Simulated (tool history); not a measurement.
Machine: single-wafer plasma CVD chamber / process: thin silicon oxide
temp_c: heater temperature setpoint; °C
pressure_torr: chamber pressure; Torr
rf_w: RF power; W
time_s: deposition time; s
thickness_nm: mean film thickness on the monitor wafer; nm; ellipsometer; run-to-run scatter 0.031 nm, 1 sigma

Run 1, hour 0.0: temp_c 400 °C, pressure_torr 0.642 Torr, rf_w 250 W, time_s 5.82 s. Result: thickness_nm 8.1533 nm.
Run 2, hour 4.6: temp_c 400 °C, pressure_torr 0.604 Torr, rf_w 250 W, time_s 5.82 s. Result: thickness_nm 7.7133 nm.
Run 3, hour 13.0: temp_c 400 °C, pressure_torr 0.571 Torr, rf_w 250 W, time_s 5.82 s. Result: thickness_nm 7.2659 nm.
Run 4, hour 21.8: temp_c 400 °C, pressure_torr 0.571 Torr, rf_w 220 W, time_s 5.82 s. Result: thickness_nm 6.5904 nm.
Run 5, hour 26.0: temp_c 400 °C, pressure_torr 0.560 Torr, rf_w 220 W, time_s 5.82 s. Result: thickness_nm 6.5466 nm.
Run 6, hour 27.1: temp_c 400 °C, pressure_torr 0.453 Torr, rf_w 220 W, time_s 5.82 s. Result: thickness_nm 5.3269 nm.
Run 7, hour 28.1: temp_c 400 °C, pressure_torr 0.468 Torr, rf_w 220 W, time_s 5.82 s. Result: thickness_nm 5.5164 nm.
Run 8, hour 33.4: temp_c 400 °C, pressure_torr 0.479 Torr, rf_w 220 W, time_s 5.82 s. Result: thickness_nm 5.5711 nm.

Predict the results of run 9:
Run 9, hour 38.5: temp_c 400 °C, pressure_torr 0.489 Torr, rf_w 220 W, time_s 5.82 s. Result: thickness_nm ?.

Run 9 gave thickness_nm 5.7048 nm.

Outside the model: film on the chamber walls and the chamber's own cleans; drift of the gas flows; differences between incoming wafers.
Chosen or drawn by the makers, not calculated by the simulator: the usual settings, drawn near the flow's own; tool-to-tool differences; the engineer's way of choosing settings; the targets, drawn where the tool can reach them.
